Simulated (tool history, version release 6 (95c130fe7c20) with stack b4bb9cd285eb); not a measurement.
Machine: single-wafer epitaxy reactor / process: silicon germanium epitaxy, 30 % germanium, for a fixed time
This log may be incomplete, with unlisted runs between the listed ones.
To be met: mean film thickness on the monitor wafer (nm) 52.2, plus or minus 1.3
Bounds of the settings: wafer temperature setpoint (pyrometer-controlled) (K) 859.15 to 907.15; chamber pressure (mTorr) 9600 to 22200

| run | day | wafer temperature setpoint (pyrometer-controlled) (K) | chamber pressure (mTorr) | mean film thickness on the monitor wafer (nm) |
|---|---|---|---|---|
| 1 | 0 | 883.15 | 15900 | 62.366 |
| 2 | 0.058 | 893.15 | 15900 | 72.735 |
| 3 | 0.325 | 887.15 | 15700 | 66.057 |
| 4 | 0.658 | 883.15 | 15600 | 61.852 |
| 5 | 0.821 | 883.15 | 18200 | 64.962 |
| 6 | 0.842 | 879.15 | 18100 | 60.414 |
| 7 | 0.958 | 876.15 | 18000 | 57.522 |
| 8 | 1.325 | 874.15 | 17900 | 55.906 |
| 9 | 1.375 | 873.15 | 17900 | 54.668 |
| 10 | 1.721 | 872.15 | 17900 | 53.682 |

5 next moves are on the table. One of them brings every result within its allowed miss. Which?
| A | 2.067 | 878.15 | 16500 | ? |
| B | 2.067 | 878.15 | 15300 | ? |
| C | 2.067 | 871.15 | 17300 | ? |
| D | 2.067 | 874.15 | 19600 | ? |
| E | 2.067 | 873.15 | 19100 | ? |

| move | mean film thickness on the monitor wafer (nm) |
|---|---|
| A | 58.134 |
| B | 56.931 |
| C | 52.68 |
| D | 57.31 |
| E | 55.974 |
A: the biggest miss grows against the last run
B: the biggest miss grows against the last run
C: all results land within tolerance of their targets
D: the biggest miss grows against the last run
E: the biggest miss grows against the last run
The right move is C.
